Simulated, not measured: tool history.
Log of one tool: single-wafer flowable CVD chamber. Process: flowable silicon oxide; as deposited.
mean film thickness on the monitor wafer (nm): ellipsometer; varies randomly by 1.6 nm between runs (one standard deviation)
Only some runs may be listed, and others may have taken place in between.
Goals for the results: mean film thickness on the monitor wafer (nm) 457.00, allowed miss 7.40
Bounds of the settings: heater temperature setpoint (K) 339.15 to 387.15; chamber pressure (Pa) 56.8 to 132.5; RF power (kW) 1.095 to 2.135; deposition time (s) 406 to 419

run	hour	heater temperature setpoint (K)	chamber pressure (Pa)	RF power (kW)	deposition time (s)	mean film thickness on the monitor wafer (nm)
1	0.0	363.15	94.7	1.615	406	274.05
2	8.5	358.15	94.7	1.615	406	322.54
3	11.2	358.15	94.7	1.715	406	330.42
4	19.2	358.15	94.7	1.850	406	337.23
5	27.2	355.15	94.7	1.850	406	374.64
6	29.9	353.15	94.7	1.850	406	396.37
7	30.4	352.15	94.7	1.850	406	406.81
8	36.9	351.15	94.7	1.850	406	421.73
9	44.2	350.15	94.7	1.850	406	433.07

4 candidate next runs follow, results not yet known. Just one meets every target within its allowed miss. Identify it.
A	51.5	342.15	87.3	1.605	412	?
B	51.5	352.15	92.1	1.960	406	?
C	51.5	352.15	107.7	1.710	412	?
D	51.5	354.15	97.2	1.880	406	?

move	mean film thickness on the monitor wafer (nm)
A	471.56
B	401.48
C	457.79
D	395.13
A: pushes the last run's worst result past its target
B: moves away from the targets compared with the last run
C: every result within its allowed miss
D: moves away from the targets compared with the last run
C meets every target.
